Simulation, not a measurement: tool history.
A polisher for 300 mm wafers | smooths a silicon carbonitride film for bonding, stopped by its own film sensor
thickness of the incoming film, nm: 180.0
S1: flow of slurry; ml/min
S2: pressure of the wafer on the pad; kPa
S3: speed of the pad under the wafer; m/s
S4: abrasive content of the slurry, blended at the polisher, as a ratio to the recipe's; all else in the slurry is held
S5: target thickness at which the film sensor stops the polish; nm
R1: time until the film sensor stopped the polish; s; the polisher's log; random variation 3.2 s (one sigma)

run,hour,S1,S2,S3,S4,S5,R1
1,0,290,13.8,1.14,1,130,151.5
2,6.1,290,13.1,1.14,1,130,160.43
3,13.9,290,12.4,1.14,1,130,169.9
4,16.3,290,12.4,1.14,1,130,167.32
5,22.4,290,12.4,1.14,1.1,130,162.62
6,26.5,290,12.4,1.14,1.1,130,164.39

Run 7 comes next. What will it give?
7,34,290,11.7,1.14,1.1,130,?

R1: 174.05 s
